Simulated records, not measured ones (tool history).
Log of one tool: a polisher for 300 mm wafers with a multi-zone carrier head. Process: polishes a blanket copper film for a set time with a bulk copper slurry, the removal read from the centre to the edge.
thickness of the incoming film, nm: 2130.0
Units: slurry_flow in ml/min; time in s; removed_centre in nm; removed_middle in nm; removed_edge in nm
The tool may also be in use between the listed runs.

run,hour,slurry_flow,centre_zone,middle_zone,edge_zone,slurry_solids,time,removed_centre,removed_middle,removed_edge
1,0.0,270,1.00,1.00,1.00,1.00,48,636.64,647.83,692.16
2,5.6,270,0.95,1.00,1.00,1.00,48,587.13,638.51,689.67
3,8.7,270,0.95,1.08,1.00,1.00,48,607.41,686.66,679.98
4,14.5,265,0.95,1.07,0.98,0.95,48,605.95,671.32,658.54
5,15.8,325,0.95,1.07,0.98,0.95,48,611.86,667.14,678.66
6,18.5,325,0.95,1.07,0.98,0.95,59,758.95,839.68,841.37

The next listed run, before its measurement:
7,23.7,320,0.94,1.06,0.96,0.90,57,?,?,?

removed_centre: 720.47 nm
removed_middle: 790.75 nm
removed_edge: 785.25 nm
